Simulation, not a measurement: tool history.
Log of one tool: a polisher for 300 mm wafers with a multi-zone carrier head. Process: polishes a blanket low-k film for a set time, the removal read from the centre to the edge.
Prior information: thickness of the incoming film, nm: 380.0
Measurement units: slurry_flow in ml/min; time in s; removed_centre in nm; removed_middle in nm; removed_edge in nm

| run | hour | slurry_flow | centre_zone | middle_zone | edge_zone | slurry_solids | time | removed_centre | removed_middle | removed_edge |
|---|---|---|---|---|---|---|---|---|---|---|
| 1 | 0 | 290 | 1 | 1 | 1 | 1 | 45 | 28.108 | 25.379 | 25.862 |
| 2 | 1.2 | 330 | 1 | 1 | 1 | 1 | 45 | 29.928 | 25.064 | 26.252 |
| 3 | 6 | 330 | 1 | 1 | 1 | 1.2 | 45 | 30.352 | 27.526 | 27.954 |
| 4 | 10.3 | 330 | 1 | 1.07 | 1 | 1.2 | 45 | 30.415 | 28.564 | 28.096 |
| 5 | 11.1 | 365 | 1 | 1.07 | 1 | 1.2 | 45 | 31.09 | 28.635 | 28.386 |
| 6 | 11.6 | 375 | 0.99 | 1.02 | 1 | 1.05 | 45 | 29.567 | 25.921 | 26.682 |
| 7 | 18.1 | 385 | 0.99 | 0.98 | 1 | 0.95 | 45 | 28.49 | 25.002 | 25.959 |
| 8 | 22.1 | 380 | 1.01 | 0.94 | 1.01 | 0.85 | 45 | 27.994 | 23.088 | 24.988 |
| 9 | 25.8 | 380 | 1.02 | 0.91 | 1 | 0.8 | 45 | 27.403 | 21.901 | 24.635 |
|  | 34.2 | centre zone pressure recalibrated |
| 10 | 34.2 | 380 | 1.03 | 0.9 | 0.99 | 0.8 | 45 | 25.043 | 21.136 | 24.232 |
| 11 | 39.4 | 380 | 1.03 | 0.9 | 0.99 | 0.8 | 45 | 25.006 | 21.794 | 24.419 |
| 12 | 44.2 | 380 | 1.03 | 0.91 | 1.01 | 0.75 | 45 | 24.717 | 21.797 | 24.168 |
| 13 | 49.7 | 395 | 1 | 0.9 | 0.98 | 0.8 | 45 | 24.347 | 21.821 | 24.222 |

Run 14 is up next; what results do you expect?
| 14 | 56.1 | 395 | 1.04 | 0.91 | 0.98 | 0.75 | 45 | ? | ? | ? |

removed_centre: 25.238 nm
removed_middle: 21.517 nm
removed_edge: 23.825 nm
